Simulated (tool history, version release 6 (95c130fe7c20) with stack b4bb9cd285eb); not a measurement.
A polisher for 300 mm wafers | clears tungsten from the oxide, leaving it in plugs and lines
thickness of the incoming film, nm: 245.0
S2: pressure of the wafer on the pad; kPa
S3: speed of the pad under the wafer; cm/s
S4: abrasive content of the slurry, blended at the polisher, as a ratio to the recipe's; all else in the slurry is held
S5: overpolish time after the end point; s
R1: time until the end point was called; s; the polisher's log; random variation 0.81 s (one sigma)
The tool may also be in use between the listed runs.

Run 1, hour 0.0: flow of slurry (ml/min) 220, S2 15.9 kPa, S3 114 cm/s, S4 1.00, S5 35 s. Result: R1 82.683 s.
Run 2, hour 2.8: flow of slurry (ml/min) 220, S2 16.5 kPa, S3 114 cm/s, S4 1.00, S5 35 s. Result: R1 80.092 s.
Run 3, hour 7.4: flow of slurry (ml/min) 220, S2 16.5 kPa, S3 114 cm/s, S4 1.00, S5 37 s. Result: R1 78.895 s.
Run 4, hour 15.5: flow of slurry (ml/min) 220, S2 17.2 kPa, S3 114 cm/s, S4 1.00, S5 37 s. Result: R1 77.528 s.
Run 5, hour 23.5: flow of slurry (ml/min) 220, S2 17.9 kPa, S3 114 cm/s, S4 1.00, S5 37 s. Result: R1 74.536 s.
Run 6, hour 26.8: flow of slurry (ml/min) 220, S2 17.9 kPa, S3 114 cm/s, S4 0.95, S5 37 s. Result: R1 75.416 s.
Run 7, hour 33.7: flow of slurry (ml/min) 220, S2 18.6 kPa, S3 114 cm/s, S4 0.95, S5 37 s. Result: R1 72.264 s.

Forecast run 8:
Run 8, hour 35.7: flow of slurry (ml/min) 220, S2 19.3 kPa, S3 114 cm/s, S4 0.95, S5 37 s. Result: R1 ?.

Run 8 gave R1 72.846 s.
